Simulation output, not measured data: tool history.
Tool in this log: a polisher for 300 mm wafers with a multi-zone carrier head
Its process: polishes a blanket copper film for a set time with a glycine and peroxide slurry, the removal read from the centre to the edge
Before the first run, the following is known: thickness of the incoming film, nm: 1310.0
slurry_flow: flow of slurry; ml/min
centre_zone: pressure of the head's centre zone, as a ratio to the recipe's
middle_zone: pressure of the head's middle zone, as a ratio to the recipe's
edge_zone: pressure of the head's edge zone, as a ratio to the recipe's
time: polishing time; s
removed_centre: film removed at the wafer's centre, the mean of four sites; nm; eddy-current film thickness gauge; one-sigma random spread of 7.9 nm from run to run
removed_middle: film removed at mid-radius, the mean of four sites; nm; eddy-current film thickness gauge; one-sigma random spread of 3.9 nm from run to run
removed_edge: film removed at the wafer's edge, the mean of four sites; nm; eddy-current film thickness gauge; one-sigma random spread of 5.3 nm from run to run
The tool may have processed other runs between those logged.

run    day  slurry_flow  centre_zone  middle_zone  edge_zone  time  removed_centre  removed_middle  removed_edge
  1  0.000          190         1.00         1.00       1.00    54          393.01          390.22        383.29
  2  0.371          190         1.00         1.00       0.97    54          401.34          393.92        370.01
  3  0.612          205         1.04         1.04       1.01    58          451.18          438.93        402.49
  4  0.954          205         1.04         1.04       1.05    58          455.18          440.33        421.76
  5  1.096          215         1.05         1.06       1.08    62          486.68          476.80        459.04
  6  1.150          215         1.05         1.00       1.08    62          483.12          460.99        453.35

Run 7 comes next. What will it give?
  7  1.492          265         1.13         1.10       1.18    73               ?               ?             ?

Run 7 yielded removed_centre 635.79 nm, removed_middle 589.65 nm, removed_edge 569.83 nm.
